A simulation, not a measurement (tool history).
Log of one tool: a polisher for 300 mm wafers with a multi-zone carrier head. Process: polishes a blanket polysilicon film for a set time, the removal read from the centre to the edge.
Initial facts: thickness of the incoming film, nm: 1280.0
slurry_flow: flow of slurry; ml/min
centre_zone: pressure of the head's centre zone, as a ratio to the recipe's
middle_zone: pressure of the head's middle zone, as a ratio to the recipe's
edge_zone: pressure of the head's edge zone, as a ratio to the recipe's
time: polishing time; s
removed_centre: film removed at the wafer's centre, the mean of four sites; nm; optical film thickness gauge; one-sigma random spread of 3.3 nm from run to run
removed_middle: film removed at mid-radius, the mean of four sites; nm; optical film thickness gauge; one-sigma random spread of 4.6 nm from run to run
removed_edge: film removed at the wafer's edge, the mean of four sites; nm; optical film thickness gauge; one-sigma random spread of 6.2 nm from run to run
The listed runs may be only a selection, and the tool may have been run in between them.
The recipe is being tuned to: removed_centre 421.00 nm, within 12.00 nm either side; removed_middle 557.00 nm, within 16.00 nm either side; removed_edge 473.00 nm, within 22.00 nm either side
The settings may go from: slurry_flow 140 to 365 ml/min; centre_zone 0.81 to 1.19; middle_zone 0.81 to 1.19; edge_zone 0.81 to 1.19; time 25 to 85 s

| run | day | slurry_flow | centre_zone | middle_zone | edge_zone | time | removed_centre | removed_middle | removed_edge |
|---|---|---|---|---|---|---|---|---|---|
| 1 | 0.000 | 235 | 1.00 | 1.00 | 1.00 | 55 | 521.11 | 517.39 | 518.57 |
| 2 | 0.083 | 235 | 1.00 | 1.00 | 0.91 | 55 | 521.09 | 507.04 | 483.26 |
| 3 | 0.346 | 235 | 1.00 | 1.00 | 0.91 | 50 | 469.53 | 478.46 | 444.35 |
| 4 | 0.375 | 235 | 1.00 | 1.08 | 0.91 | 50 | 471.18 | 502.20 | 443.93 |
| 5 | 0.425 | 235 | 1.00 | 1.08 | 0.91 | 45 | 420.59 | 454.46 | 402.61 |
| 6 | 0.733 | 235 | 1.00 | 1.08 | 0.91 | 54 | 510.96 | 544.67 | 479.52 |
| 7 | 0.996 | 220 | 0.95 | 1.10 | 0.91 | 54 | 481.74 | 538.75 | 477.09 |
| 8 | 1.096 | 215 | 0.91 | 1.12 | 0.90 | 54 | 466.78 | 556.69 | 477.07 |
| 9 | 1.371 | 205 | 0.88 | 1.13 | 0.90 | 54 | 446.12 | 561.06 | 463.52 |
| 10 | 1.433 | 200 | 0.87 | 1.13 | 0.92 | 54 | 441.52 | 553.65 | 470.24 |

Exactly one of the 5 candidate moves below puts every result within its allowed miss. Which one?
| A | 1.496 | 140 | 0.85 | 1.14 | 0.90 | 57 | ? | ? | ? |
| B | 1.496 | 140 | 0.93 | 1.15 | 0.87 | 57 | ? | ? | ? |
| C | 1.496 | 245 | 0.93 | 1.10 | 0.91 | 53 | ? | ? | ? |
| D | 1.496 | 230 | 0.89 | 1.13 | 0.90 | 54 | ? | ? | ? |
| E | 1.496 | 215 | 0.85 | 1.19 | 0.87 | 55 | ? | ? | ? |

| move | removed_centre | removed_middle | removed_edge |
|---|---|---|---|
| A | 423.56 | 553.84 | 471.91 |
| B | 459.72 | 557.83 | 464.62 |
| C | 471.64 | 545.02 | 470.61 |
| D | 457.81 | 564.03 | 474.12 |
| E | 443.04 | 595.60 | 472.01 |
A: all results in spec
B: moves away from the targets compared with the last run
C: moves away from the targets compared with the last run
D: moves away from the targets compared with the last run
E: moves away from the targets compared with the last run
Correct choice: A, which meets every target

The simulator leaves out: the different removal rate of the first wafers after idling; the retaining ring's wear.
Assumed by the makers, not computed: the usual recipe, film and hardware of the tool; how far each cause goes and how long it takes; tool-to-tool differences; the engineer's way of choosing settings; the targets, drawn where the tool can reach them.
